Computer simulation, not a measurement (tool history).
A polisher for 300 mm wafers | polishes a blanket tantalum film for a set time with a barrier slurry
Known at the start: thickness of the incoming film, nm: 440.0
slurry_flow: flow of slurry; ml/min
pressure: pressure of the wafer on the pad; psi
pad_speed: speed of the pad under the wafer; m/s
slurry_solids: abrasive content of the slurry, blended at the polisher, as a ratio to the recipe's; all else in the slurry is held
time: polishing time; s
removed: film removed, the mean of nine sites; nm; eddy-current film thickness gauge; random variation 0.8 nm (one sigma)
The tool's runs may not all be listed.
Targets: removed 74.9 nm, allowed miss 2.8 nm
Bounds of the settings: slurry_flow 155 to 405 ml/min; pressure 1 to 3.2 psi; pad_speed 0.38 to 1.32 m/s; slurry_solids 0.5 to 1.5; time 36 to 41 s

run 1 hour=0 | slurry_flow=260 pressure=2.1 pad_speed=0.84 slurry_solids=1 time=41 | removed=54.146
run 2 hour=2.9 | slurry_flow=260 pressure=2.1 pad_speed=0.84 slurry_solids=1.1 time=41 | removed=54.96
run 3 hour=7.3 | slurry_flow=260 pressure=2.2 pad_speed=0.84 slurry_solids=1.1 time=41 | removed=56.016
run 4 hour=8.2 | slurry_flow=260 pressure=2 pad_speed=0.84 slurry_solids=1.1 time=41 | removed=52.445
run 5 hour=11.5 | slurry_flow=260 pressure=2.2 pad_speed=0.84 slurry_solids=1.1 time=41 | removed=56.064
run 6 hour=17.2 | slurry_flow=260 pressure=2.2 pad_speed=0.84 slurry_solids=1.25 time=41 | removed=58.901
run 7 hour=25.5 | slurry_flow=260 pressure=2.3 pad_speed=0.84 slurry_solids=1.25 time=41 | removed=60.251
run 8 hour=28.5 | slurry_flow=260 pressure=2.4 pad_speed=0.84 slurry_solids=1.25 time=41 | removed=62.423
run 9 hour=29.9 | slurry_flow=260 pressure=2.5 pad_speed=0.84 slurry_solids=1.25 time=41 | removed=63.165
run 10 hour=32.3 | slurry_flow=260 pressure=2.6 pad_speed=0.84 slurry_solids=1.25 time=41 | removed=65.121
run 11 hour=41 | slurry_flow=260 pressure=3 pad_speed=0.84 slurry_solids=1.25 time=41 | removed=71.168

Which of these 4 next moves meets every target?
run A hour=49.7 | slurry_flow=285 pressure=3 pad_speed=0.8 slurry_solids=1.35 time=38 | removed=?
run B hour=49.7 | slurry_flow=300 pressure=3.1 pad_speed=0.86 slurry_solids=1.15 time=38 | removed=?
run C hour=49.7 | slurry_flow=320 pressure=3.2 pad_speed=0.94 slurry_solids=0.95 time=36 | removed=?
run D hour=49.7 | slurry_flow=320 pressure=3.2 pad_speed=0.92 slurry_solids=1.2 time=38 | removed=?

move=A removed=65.257
move=B removed=69.033
move=C removed=69.278
move=D removed=76.583
A: further off than the last run
B: further off than the last run
C: further off than the last run
D: meets every target
Move D is the one to make.

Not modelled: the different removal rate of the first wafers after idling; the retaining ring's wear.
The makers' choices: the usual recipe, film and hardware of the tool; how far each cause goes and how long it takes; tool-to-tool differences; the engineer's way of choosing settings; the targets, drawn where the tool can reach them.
